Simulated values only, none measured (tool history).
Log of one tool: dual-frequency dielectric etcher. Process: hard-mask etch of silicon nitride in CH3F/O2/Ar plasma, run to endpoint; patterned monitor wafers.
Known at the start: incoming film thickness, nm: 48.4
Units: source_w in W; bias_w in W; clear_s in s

| run | hour | source_w | bias_w | clear_s |
|---|---|---|---|---|
| 1 | 0.0 | 480 | 66 | 62.945 |
| 2 | 4.0 | 480 | 74 | 61.205 |
| 3 | 6.4 | 480 | 78 | 60.205 |
| 4 | 15.0 | 420 | 73 | 64.362 |
| 5 | 19.9 | 420 | 78 | 63.103 |
| 6 | 26.0 | 380 | 73 | 66.905 |

Run 7 comes next. What will it give?
| 7 | 30.4 | 350 | 71 | ? |

Run 7 gave clear_s 68.801 s.
